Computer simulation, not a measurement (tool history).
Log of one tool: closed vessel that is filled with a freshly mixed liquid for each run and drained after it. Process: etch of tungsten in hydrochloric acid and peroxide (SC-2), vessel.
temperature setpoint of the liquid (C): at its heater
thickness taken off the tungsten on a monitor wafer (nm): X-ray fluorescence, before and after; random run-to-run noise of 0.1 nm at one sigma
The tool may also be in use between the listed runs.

run	hour	temperature setpoint of the liquid (C)	parts of water to one part each of 37 % hydrochloric acid and 30 % peroxide (parts by volume)	time in the liquid (s)	thickness taken off the tungsten on a monitor wafer (nm)
1	0.0	53.0	7.0	90	23.558
2	7.0	53.0	5.5	90	28.113
3	11.4	59.5	5.5	90	42.723
4	12.7	57.5	5.5	90	37.275
5	19.1	57.5	7.5	90	29.924
6	24.8	57.5	9.5	90	24.329
7	32.8	56.5	9.5	90	22.782
8	34.3	56.0	9.5	90	22.422

Expected results for the next run?
9	41.0	55.5	9.5	90	?

thickness taken off the tungsten on a monitor wafer (nm): 21.740
